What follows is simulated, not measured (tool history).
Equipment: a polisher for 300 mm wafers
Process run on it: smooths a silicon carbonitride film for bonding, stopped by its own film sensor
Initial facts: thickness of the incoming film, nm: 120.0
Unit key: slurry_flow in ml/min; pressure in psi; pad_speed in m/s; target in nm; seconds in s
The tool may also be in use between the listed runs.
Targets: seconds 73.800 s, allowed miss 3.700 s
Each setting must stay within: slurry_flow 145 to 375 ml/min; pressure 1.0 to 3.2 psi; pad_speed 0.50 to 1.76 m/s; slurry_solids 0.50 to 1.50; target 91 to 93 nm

| run | hour | slurry_flow | pressure | pad_speed | slurry_solids | target | seconds |
|---|---|---|---|---|---|---|---|
| 1 | 0.0 | 240 | 2.1 | 1.12 | 1.00 | 93 | 99.583 |
| 2 | 8.3 | 240 | 1.7 | 1.12 | 1.00 | 93 | 122.880 |
| 3 | 17.3 | 240 | 1.9 | 1.14 | 1.00 | 93 | 108.900 |
| 4 | 22.9 | 240 | 1.9 | 1.30 | 1.00 | 93 | 95.425 |
| 5 | 29.9 | 240 | 1.9 | 1.30 | 1.00 | 93 | 96.463 |
| 6 | 38.0 | 240 | 2.0 | 1.30 | 1.00 | 93 | 92.597 |
| 7 | 44.8 | 240 | 2.1 | 1.30 | 1.00 | 93 | 89.259 |
| 8 | 49.9 | 240 | 2.2 | 1.30 | 1.00 | 93 | 89.045 |
| 9 | 57.0 | 240 | 2.3 | 1.32 | 1.00 | 93 | 81.202 |
| 10 | 62.9 | 240 | 2.4 | 1.32 | 1.00 | 93 | 81.096 |

Consider the 4 candidate settings below. Which is the only one whose results all fall within their allowed miss of target?
| A | 68.8 | 210 | 2.4 | 1.28 | 1.15 | 91 | ? |
| B | 68.8 | 255 | 2.5 | 1.14 | 0.90 | 93 | ? |
| C | 68.8 | 250 | 2.5 | 1.46 | 0.90 | 93 | ? |
| D | 68.8 | 250 | 1.8 | 1.34 | 1.05 | 91 | ? |

| move | seconds |
|---|---|
| A | 83.040 |
| B | 89.855 |
| C | 73.867 |
| D | 101.570 |
A: misses by more than the last run did
B: misses by more than the last run did
C: each result inside its tolerance
D: misses by more than the last run did
Answer: C
